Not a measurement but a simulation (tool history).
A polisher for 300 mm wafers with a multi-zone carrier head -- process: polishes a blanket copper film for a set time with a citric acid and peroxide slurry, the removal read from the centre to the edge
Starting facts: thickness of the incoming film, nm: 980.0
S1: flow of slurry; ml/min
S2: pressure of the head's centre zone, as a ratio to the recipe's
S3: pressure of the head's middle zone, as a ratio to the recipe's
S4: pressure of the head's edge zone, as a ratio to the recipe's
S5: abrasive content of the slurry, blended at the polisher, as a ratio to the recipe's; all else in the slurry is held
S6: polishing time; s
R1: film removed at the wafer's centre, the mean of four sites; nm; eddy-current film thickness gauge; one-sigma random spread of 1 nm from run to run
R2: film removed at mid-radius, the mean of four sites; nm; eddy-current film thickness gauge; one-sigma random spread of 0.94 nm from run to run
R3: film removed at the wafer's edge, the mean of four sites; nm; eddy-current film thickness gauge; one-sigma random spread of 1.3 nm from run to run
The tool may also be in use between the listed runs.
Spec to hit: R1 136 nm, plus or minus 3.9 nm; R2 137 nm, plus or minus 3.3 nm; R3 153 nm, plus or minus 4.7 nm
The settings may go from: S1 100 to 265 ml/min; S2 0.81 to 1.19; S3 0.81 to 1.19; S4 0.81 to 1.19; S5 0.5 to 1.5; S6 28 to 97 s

run	day	S1	S2	S3	S4	S5	S6	R1	R2	R3
1	0	170	1	1	1	1	62	107.22	106.62	108.83
2	0.125	170	1	1	1	1	76	129.63	130.88	131.36
3	0.3	185	0.99	0.99	1.06	1.05	76	130.92	133.52	140.16
4	0.617	185	0.99	0.99	1	1.05	76	133.1	132.48	136.41
5	0.75	195	0.98	0.98	1.03	1.1	76	133.05	134.17	139.53
6	1.067	195	0.98	0.93	1.03	1.1	76	131.95	128.76	141.31
7	1.362	205	0.98	0.93	1.05	1.1	76	132.96	130.04	141.88
8	1.392	215	0.98	0.93	1.08	1.15	76	133.44	131.58	146.36
9	1.521	220	0.98	0.93	1.09	1.15	76	135.38	131.25	147.46
10	1.746	225	0.97	0.94	1.1	1.15	76	136.88	133.35	147.59
11	2.042	225	0.97	0.94	1.1	1.15	76	136.21	133.76	147.38
12	2.321	225	0.96	0.94	1.12	1.15	76	134.82	133.15	148.74

Which of these 4 next moves meets every target?
A	2.6	175	0.96	0.97	1.14	1.05	81	?	?	?
B	2.6	200	0.98	0.92	1.14	0.9	79	?	?	?
C	2.6	200	0.93	0.85	1.1	1.45	77	?	?	?
D	2.6	180	0.92	0.89	1.19	1.2	78	?	?	?

move	R1	R2	R3
A	135.47	138.51	153.63
B	133.83	129.17	148.43
C	136.85	129.24	155.12
D	130.29	128.57	155.42
A: all results land within tolerance of their targets
B: further off than the last run
C: further off than the last run
D: further off than the last run
A meets every target.

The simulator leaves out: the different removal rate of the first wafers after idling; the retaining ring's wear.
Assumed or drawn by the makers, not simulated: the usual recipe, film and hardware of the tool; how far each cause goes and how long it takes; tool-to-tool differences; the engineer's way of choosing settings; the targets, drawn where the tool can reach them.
